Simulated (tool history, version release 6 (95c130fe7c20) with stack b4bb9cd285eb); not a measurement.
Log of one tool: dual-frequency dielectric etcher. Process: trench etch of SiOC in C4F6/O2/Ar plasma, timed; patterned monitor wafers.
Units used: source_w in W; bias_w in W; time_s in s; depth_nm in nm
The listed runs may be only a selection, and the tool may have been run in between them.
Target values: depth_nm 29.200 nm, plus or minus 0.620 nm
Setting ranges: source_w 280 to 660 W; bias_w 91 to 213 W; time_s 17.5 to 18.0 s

run	hour	source_w	bias_w	time_s	depth_nm
1	0.0	470	152	17.5	35.665
2	1.4	440	148	17.5	34.338
3	4.9	490	148	17.5	36.102
4	5.5	490	171	17.5	37.942
5	8.9	460	166	17.5	36.754
6	14.2	460	166	18.0	37.240
7	20.6	430	161	18.0	35.522
8	23.0	410	160	18.0	34.755
9	24.8	390	158	18.0	33.981
10	29.0	370	156	18.0	33.032
11	31.5	360	154	18.0	32.330
12	35.2	350	153	18.0	31.886
13	39.4	280	137	18.0	27.012
14	41.1	280	137	18.0	27.008
15	42.5	290	137	18.0	27.312
16	44.5	300	137	18.0	28.204
17	46.1	300	137	18.0	28.000

4 next moves are on the table. One of them brings every result within its allowed miss. Which?
A	47.7	310	127	17.5	?
B	47.7	280	141	17.5	?
C	47.7	280	151	17.5	?
D	47.7	310	149	18.0	?

move	depth_nm
A	27.176
B	26.558
C	27.179
D	29.466
A: misses by more than the last run did
B: misses by more than the last run did
C: misses by more than the last run did
D: each result inside its tolerance
Answer: D
